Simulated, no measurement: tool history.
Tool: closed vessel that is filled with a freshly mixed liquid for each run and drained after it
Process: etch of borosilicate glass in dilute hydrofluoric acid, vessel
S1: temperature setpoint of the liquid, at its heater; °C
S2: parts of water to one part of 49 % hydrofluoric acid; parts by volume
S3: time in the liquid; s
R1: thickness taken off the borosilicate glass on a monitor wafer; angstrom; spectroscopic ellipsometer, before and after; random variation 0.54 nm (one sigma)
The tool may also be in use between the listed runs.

run  hour  S1   S2   S3      R1
  1     0  23  160  225  543.04
  2   6.5  23  110  225  844.48
  3  12.3  22  110  225  806.05
  4  17.8  22   55  225  1725.9
  5  25.7  21   70  225  1278.9
  6  34.1  21   70  225  1285.4

Run 7 comes next. What will it give?
  7  36.8  20  75  225   ?

R1: 1120.9 angstrom
